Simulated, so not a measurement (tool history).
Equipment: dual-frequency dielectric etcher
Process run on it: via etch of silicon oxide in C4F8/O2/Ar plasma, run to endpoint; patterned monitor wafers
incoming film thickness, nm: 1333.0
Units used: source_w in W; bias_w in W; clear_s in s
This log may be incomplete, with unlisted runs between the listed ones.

Run 1, hour 0: source_w 1990 W, bias_w 1565 W. Result: clear_s 262.63 s.
Run 2, hour 6.9: source_w 1800 W, bias_w 1565 W. Result: clear_s 270.67 s.
Run 3, hour 15.4: source_w 1680 W, bias_w 1536 W. Result: clear_s 278.6 s.
Run 4, hour 23.6: source_w 1590 W, bias_w 1522 W. Result: clear_s 285.43 s.
Run 5, hour 25.8: source_w 1440 W, bias_w 1522 W. Result: clear_s 296.47 s.
Run 6, hour 33.9: source_w 1440 W, bias_w 1673 W. Result: clear_s 294.77 s.

Estimate the outcome of run 7 from the log above:
Run 7, hour 36.9: source_w 1410 W, bias_w 1670 W. Result: clear_s ?.

{"run 7": {"clear_s": 293.14}}
